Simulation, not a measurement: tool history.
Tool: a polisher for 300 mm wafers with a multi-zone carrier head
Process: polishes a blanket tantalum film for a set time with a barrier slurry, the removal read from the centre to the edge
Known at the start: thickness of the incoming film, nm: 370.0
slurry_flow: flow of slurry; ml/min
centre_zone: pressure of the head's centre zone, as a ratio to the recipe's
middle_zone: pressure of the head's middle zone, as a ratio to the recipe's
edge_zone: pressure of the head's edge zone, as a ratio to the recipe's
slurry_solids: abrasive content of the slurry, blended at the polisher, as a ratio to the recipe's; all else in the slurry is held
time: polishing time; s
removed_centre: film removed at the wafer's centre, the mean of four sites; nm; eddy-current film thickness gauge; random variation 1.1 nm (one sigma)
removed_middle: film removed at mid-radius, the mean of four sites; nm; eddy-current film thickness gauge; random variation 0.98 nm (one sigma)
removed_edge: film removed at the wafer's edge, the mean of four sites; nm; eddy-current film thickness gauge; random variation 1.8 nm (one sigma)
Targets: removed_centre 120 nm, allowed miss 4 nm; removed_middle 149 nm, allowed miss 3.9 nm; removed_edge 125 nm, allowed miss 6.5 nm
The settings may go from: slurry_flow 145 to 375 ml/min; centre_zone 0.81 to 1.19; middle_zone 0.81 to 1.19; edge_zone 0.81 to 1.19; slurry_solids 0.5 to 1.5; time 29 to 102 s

run 1 hour=0 | slurry_flow=240 centre_zone=1 middle_zone=1 edge_zone=1 slurry_solids=1 time=65 | removed_centre=127.83 removed_middle=129.7 removed_edge=130.88
run 2 hour=1.6 | slurry_flow=250 centre_zone=0.98 middle_zone=1.03 edge_zone=0.98 slurry_solids=1 time=65 | removed_centre=122.52 removed_middle=133.56 removed_edge=128.71
run 3 hour=6.9 | slurry_flow=250 centre_zone=0.92 middle_zone=1.03 edge_zone=0.98 slurry_solids=1 time=65 | removed_centre=116.78 removed_middle=135.93 removed_edge=129.33
run 4 hour=8.2 | slurry_flow=260 centre_zone=0.93 middle_zone=1.05 edge_zone=0.96 slurry_solids=1 time=65 | removed_centre=118.3 removed_middle=137.59 removed_edge=127.96
run 5 hour=15.3 | slurry_flow=260 centre_zone=0.93 middle_zone=1.05 edge_zone=0.96 slurry_solids=0.9 time=65 | removed_centre=116.39 removed_middle=132.76 removed_edge=123.04
run 6 hour=19 | slurry_flow=260 centre_zone=0.98 middle_zone=1.05 edge_zone=0.96 slurry_solids=0.9 time=65 | removed_centre=120.78 removed_middle=134.02 removed_edge=121.91
run 7 hour=25.5 | slurry_flow=270 centre_zone=0.97 middle_zone=1.07 edge_zone=0.96 slurry_solids=0.9 time=65 | removed_centre=120.71 removed_middle=136.54 removed_edge=122.91
run 8 hour=27 | slurry_flow=280 centre_zone=0.96 middle_zone=1.09 edge_zone=0.96 slurry_solids=0.9 time=65 | removed_centre=118.8 removed_middle=138.13 removed_edge=126.15
run 9 hour=35.3 | slurry_flow=280 centre_zone=0.96 middle_zone=1.09 edge_zone=0.96 slurry_solids=0.9 time=65 | removed_centre=121.37 removed_middle=138.61 removed_edge=125.62
run 10 hour=42.4 | slurry_flow=285 centre_zone=0.95 middle_zone=1.11 edge_zone=0.95 slurry_solids=0.9 time=65 | removed_centre=116.78 removed_middle=139.77 removed_edge=124.57
run 11 hour=49 | slurry_flow=290 centre_zone=0.96 middle_zone=1.12 edge_zone=0.94 slurry_solids=0.9 time=65 | removed_centre=118.62 removed_middle=140.99 removed_edge=124.79

Which of these 4 next moves meets every target?
run A hour=55.6 | slurry_flow=245 centre_zone=0.94 middle_zone=1.19 edge_zone=0.81 slurry_solids=0.55 time=83 | removed_centre=? removed_middle=? removed_edge=?
run B hour=55.6 | slurry_flow=275 centre_zone=0.95 middle_zone=1.16 edge_zone=0.91 slurry_solids=0.95 time=65 | removed_centre=? removed_middle=? removed_edge=?
run C hour=55.6 | slurry_flow=285 centre_zone=0.94 middle_zone=1.06 edge_zone=1.07 slurry_solids=1.05 time=62 | removed_centre=? removed_middle=? removed_edge=?
run D hour=55.6 | slurry_flow=310 centre_zone=0.99 middle_zone=1.13 edge_zone=0.94 slurry_solids=0.8 time=67 | removed_centre=? removed_middle=? removed_edge=?

move=A removed_centre=119.12 removed_middle=156.57 removed_edge=121.37
move=B removed_centre=117.14 removed_middle=148.88 removed_edge=122.38
move=C removed_centre=114.15 removed_middle=135.76 removed_edge=127.9
move=D removed_centre=120.16 removed_middle=143.08 removed_edge=121.47
A: takes the result that was furthest off past its target
B: meets every target
C: further off than the last run
D: nearer than the last run, and not there yet
The right move is B.
